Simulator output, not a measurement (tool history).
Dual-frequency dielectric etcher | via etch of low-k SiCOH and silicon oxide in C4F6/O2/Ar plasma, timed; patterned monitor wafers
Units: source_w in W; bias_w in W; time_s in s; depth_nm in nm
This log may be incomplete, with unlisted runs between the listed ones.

Run 1, hour 0.0: source_w 370 W, bias_w 181 W, time_s 35.0 s. Result: depth_nm 75.659 nm.
Run 2, hour 1.3: source_w 370 W, bias_w 181 W, time_s 35.0 s. Result: depth_nm 75.285 nm.
Run 3, hour 8.1: source_w 340 W, bias_w 176 W, time_s 35.0 s. Result: depth_nm 73.481 nm.
Run 4, hour 10.2: source_w 380 W, bias_w 176 W, time_s 35.0 s. Result: depth_nm 76.044 nm.
Run 5, hour 17.0: source_w 380 W, bias_w 154 W, time_s 35.0 s. Result: depth_nm 73.195 nm.
Run 6, hour 20.9: source_w 380 W, bias_w 171 W, time_s 35.0 s. Result: depth_nm 75.888 nm.
Run 7, hour 27.2: source_w 350 W, bias_w 166 W, time_s 35.0 s. Result: depth_nm 73.256 nm.
Run 8, hour 35.7: source_w 350 W, bias_w 166 W, time_s 35.0 s. Result: depth_nm 73.615 nm.

Expected results for the next run?
Run 9, hour 36.2: source_w 340 W, bias_w 156 W, time_s 34.5 s. Result: depth_nm ?.

depth_nm: 70.966 nm
